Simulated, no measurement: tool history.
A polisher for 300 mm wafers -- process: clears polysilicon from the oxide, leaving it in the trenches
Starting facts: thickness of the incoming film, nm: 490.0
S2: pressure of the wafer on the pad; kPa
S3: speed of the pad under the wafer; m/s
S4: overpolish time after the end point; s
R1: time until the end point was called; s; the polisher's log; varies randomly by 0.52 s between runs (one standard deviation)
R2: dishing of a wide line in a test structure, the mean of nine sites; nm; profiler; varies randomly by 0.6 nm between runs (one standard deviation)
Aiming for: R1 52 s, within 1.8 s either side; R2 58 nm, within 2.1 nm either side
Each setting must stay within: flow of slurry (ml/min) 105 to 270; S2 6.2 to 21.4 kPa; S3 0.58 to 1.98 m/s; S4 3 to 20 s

run 1 hour=0 | flow_of_slurry_(ml/min)=175 S2=13.8 S3=1.28 S4=10 | R1=33.76 R2=60.868
run 2 hour=0.7 | flow_of_slurry_(ml/min)=175 S2=13.8 S3=1.28 S4=12 | R1=33.724 R2=64.291
run 3 hour=9.7 | flow_of_slurry_(ml/min)=170 S2=11.7 S3=1.28 S4=12 | R1=40.347 R2=61.817
run 4 hour=12.3 | flow_of_slurry_(ml/min)=170 S2=11.7 S3=1.4 S4=12 | R1=37.368 R2=61.659
run 5 hour=15 | flow_of_slurry_(ml/min)=165 S2=10.3 S3=1.4 S4=12 | R1=41.143 R2=60.047
run 6 hour=16.6 | flow_of_slurry_(ml/min)=165 S2=13.1 S3=1.4 S4=12 | R1=32.965 R2=63.202
run 7 hour=23.9 | flow_of_slurry_(ml/min)=160 S2=11.7 S3=1.4 S4=12 | R1=37.561 R2=62.255
run 8 hour=28.6 | flow_of_slurry_(ml/min)=150 S2=10.3 S3=1.4 S4=12 | R1=42.085 R2=59.568
run 9 hour=29.7 | flow_of_slurry_(ml/min)=145 S2=9.7 S3=1.4 S4=12 | R1=45.283 R2=59.206
run 10 hour=36.4 | flow_of_slurry_(ml/min)=140 S2=9 S3=1.4 S4=12 | R1=49.32 R2=57.396
run 11 hour=40.7 | flow_of_slurry_(ml/min)=135 S2=9 S3=1.4 S4=12 | R1=49.919 R2=58.015
run 12 hour=49.3 | flow_of_slurry_(ml/min)=130 S2=9 S3=1.4 S4=12 | R1=49.881 R2=56.897
run 13 hour=56.2 | flow_of_slurry_(ml/min)=125 S2=8.3 S3=1.4 S4=13 | R1=54.206 R2=56.781

Exercise: of the 5 proposed moves below, exactly one satisfies all targets within the stated allowed misses. Which move is it?
run A hour=63.1 | flow_of_slurry_(ml/min)=125 S2=7.6 S3=1.44 S4=15 | R1=? R2=?
run B hour=63.1 | flow_of_slurry_(ml/min)=110 S2=9 S3=1.22 S4=12 | R1=? R2=?
run C hour=63.1 | flow_of_slurry_(ml/min)=135 S2=9 S3=1.3 S4=13 | R1=? R2=?
run D hour=63.1 | flow_of_slurry_(ml/min)=170 S2=8.3 S3=1.22 S4=14 | R1=? R2=?
run E hour=63.1 | flow_of_slurry_(ml/min)=145 S2=9 S3=1.42 S4=12 | R1=? R2=?

move=A R1=57.53 R2=58.719
move=B R1=58.287 R2=53.992
move=C R1=52.972 R2=57.595
move=D R1=58.211 R2=57.206
move=E R1=48.386 R2=57.795
A: lands further from the targets than the last run did
B: lands further from the targets than the last run did
C: every result lands within tolerance
D: lands further from the targets than the last run did
E: takes the result that was furthest off past its target
C is the move that brings every result within its allowed miss.
